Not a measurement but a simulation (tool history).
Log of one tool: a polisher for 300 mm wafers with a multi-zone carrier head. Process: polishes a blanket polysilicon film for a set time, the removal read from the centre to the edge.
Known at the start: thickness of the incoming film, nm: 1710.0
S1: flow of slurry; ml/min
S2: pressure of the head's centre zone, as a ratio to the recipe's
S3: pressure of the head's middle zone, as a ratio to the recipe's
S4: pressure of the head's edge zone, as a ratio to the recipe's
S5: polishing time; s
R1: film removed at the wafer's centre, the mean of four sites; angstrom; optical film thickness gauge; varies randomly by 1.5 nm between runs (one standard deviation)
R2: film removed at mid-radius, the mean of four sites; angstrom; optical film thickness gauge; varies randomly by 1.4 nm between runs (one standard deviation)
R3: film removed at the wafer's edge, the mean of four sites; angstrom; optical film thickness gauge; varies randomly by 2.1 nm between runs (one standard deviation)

{"run": 1, "hour": 0.0, "S1": 190, "S2": 1, "S3": 1, "S4": 1, "S5": 87, "R1": 4244.3, "R2": 4170.1, "R3": 4243.3}
{"run": 2, "hour": 7.2, "S1": 190, "S2": 1, "S3": 1, "S4": 1, "S5": 98, "R1": 4769.2, "R2": 4730.3, "R3": 4748.4}
{"run": 3, "hour": 10.8, "S1": 190, "S2": 1, "S3": 1, "S4": 1.05, "S5": 98, "R1": 4744.9, "R2": 4668.8, "R3": 4847.7}
{"run": 4, "hour": 15.5, "S1": 180, "S2": 0.98, "S3": 0.96, "S4": 1, "S5": 84, "R1": 3940.6, "R2": 3889.2, "R3": 4034.6}
{"run": 5, "hour": 21.7, "S1": 170, "S2": 0.97, "S3": 0.92, "S4": 0.98, "S5": 74, "R1": 3438.7, "R2": 3291.4, "R3": 3493.7}
{"run": 6, "hour": 25.6, "S1": 170, "S2": 0.97, "S3": 0.84, "S4": 0.98, "S5": 74, "R1": 3425.5, "R2": 3017.5, "R3": 3522.9}
{"run": 7, "hour": 27.1, "S1": 135, "S2": 0.87, "S3": 0.82, "S4": 0.88, "S5": 50, "R1": 1961.3, "R2": 1931.7, "R3": 2178.7}

Predict the results of run 8:
{"run": 8, "hour": 29.0, "S1": 170, "S2": 0.88, "S3": 0.82, "S4": 0.88, "S5": 50, "R1": "?", "R2": "?", "R3": "?"}

{"run 8": {"R1": 2101.2, "R2": 2027.5, "R3": 2218.9}}
